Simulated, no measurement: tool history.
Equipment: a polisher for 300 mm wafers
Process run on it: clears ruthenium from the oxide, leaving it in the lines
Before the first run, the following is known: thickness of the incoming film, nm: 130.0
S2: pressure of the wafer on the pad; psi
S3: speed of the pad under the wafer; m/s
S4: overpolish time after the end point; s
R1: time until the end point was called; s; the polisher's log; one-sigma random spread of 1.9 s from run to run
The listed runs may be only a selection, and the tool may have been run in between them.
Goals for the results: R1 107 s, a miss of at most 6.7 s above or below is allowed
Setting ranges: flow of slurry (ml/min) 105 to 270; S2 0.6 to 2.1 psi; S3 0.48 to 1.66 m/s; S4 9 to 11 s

Run 1, hour 0: flow of slurry (ml/min) 175, S2 1.3 psi, S3 1.06 m/s, S4 11 s. Result: R1 142.83 s.
Run 2, hour 5.1: flow of slurry (ml/min) 175, S2 1.4 psi, S3 1.06 m/s, S4 11 s. Result: R1 135.78 s.
Run 3, hour 11.8: flow of slurry (ml/min) 210, S2 1.4 psi, S3 1.06 m/s, S4 11 s. Result: R1 128.61 s.
Run 4, hour 15.2: flow of slurry (ml/min) 210, S2 1.2 psi, S3 1.06 m/s, S4 11 s. Result: R1 147.37 s.
Run 5, hour 18.8: flow of slurry (ml/min) 230, S2 1.2 psi, S3 1.06 m/s, S4 11 s. Result: R1 147.83 s.
Run 6, hour 20.9: flow of slurry (ml/min) 230, S2 1 psi, S3 1.06 m/s, S4 11 s. Result: R1 175.85 s.
Run 7, hour 28.9: flow of slurry (ml/min) 230, S2 1.1 psi, S3 1.08 m/s, S4 11 s. Result: R1 156.32 s.
Run 8, hour 35: flow of slurry (ml/min) 230, S2 1.2 psi, S3 1.1 m/s, S4 11 s. Result: R1 142 s.
Run 9, hour 36.1: flow of slurry (ml/min) 230, S2 1.3 psi, S3 1.1 m/s, S4 11 s. Result: R1 134.06 s.

Consider the 5 candidate settings below. Which is the only one whose results all fall within their allowed miss of target?
Run A, hour 37.2: flow of slurry (ml/min) 270, S2 1.2 psi, S3 1.26 m/s, S4 11 s. Result: R1 ?.
Run B, hour 37.2: flow of slurry (ml/min) 255, S2 1.4 psi, S3 1.1 m/s, S4 11 s. Result: R1 ?.
Run C, hour 37.2: flow of slurry (ml/min) 245, S2 1.9 psi, S3 0.84 m/s, S4 11 s. Result: R1 ?.
Run D, hour 37.2: flow of slurry (ml/min) 220, S2 1.3 psi, S3 1.36 m/s, S4 11 s. Result: R1 ?.
Run E, hour 37.2: flow of slurry (ml/min) 225, S2 1.4 psi, S3 1.06 m/s, S4 11 s. Result: R1 ?.

move      R1
   A  124.13
   B   123.7
   C  121.23
   D  109.62
   E  130.12
A: closer than the last run, but not yet in spec
B: closer than the last run, but not yet in spec
C: closer than the last run, but not yet in spec
D: all results land within tolerance of their targets
E: closer than the last run, but not yet in spec
So the answer is move D, the one that meets all the targets.
